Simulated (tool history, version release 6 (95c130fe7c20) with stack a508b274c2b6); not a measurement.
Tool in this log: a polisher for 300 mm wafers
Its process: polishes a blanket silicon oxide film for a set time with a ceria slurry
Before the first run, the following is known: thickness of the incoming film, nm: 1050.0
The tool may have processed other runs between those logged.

run,hour,flow of slurry (ml/min),pressure of the wafer on the pad (psi),speed of the pad under the wafer (cm/s),polishing time (s),film removed (nm)
1,0.0,315,2.6,88,33,96.341
2,6.9,365,2.6,88,33,100.720
3,12.7,370,2.7,88,33,105.060
4,18.1,375,2.8,88,33,108.150
5,22.5,375,2.9,88,33,112.100
6,27.4,350,2.9,88,33,110.650

Expected results for the next run?
7,31.7,355,3.0,88,33,?

{"run 7": {"film removed (nm)": 113.74}}
